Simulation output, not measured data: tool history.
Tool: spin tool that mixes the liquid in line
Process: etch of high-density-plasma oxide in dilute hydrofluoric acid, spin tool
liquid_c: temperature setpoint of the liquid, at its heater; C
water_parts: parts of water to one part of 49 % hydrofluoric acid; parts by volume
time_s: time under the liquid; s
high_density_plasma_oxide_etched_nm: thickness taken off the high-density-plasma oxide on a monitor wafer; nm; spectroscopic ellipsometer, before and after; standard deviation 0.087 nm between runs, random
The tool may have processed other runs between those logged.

run	day	liquid_c	water_parts	time_s	high_density_plasma_oxide_etched_nm
1	0	22	55	55	6.5557
2	0.329	20.5	55	55	6.2138
3	0.588	22	50	55	7.3016
4	0.958	20	50	55	6.7188
5	1.046	22	50	55	7.3092
6	1.329	24.5	50	55	8.1229
7	1.633	25.5	50	55	8.4281
8	1.95	26.5	50	55	8.8709

What does the tool deliver on the next run?
9	2.033	27	50	55	?

high_density_plasma_oxide_etched_nm: 9.0197 nm
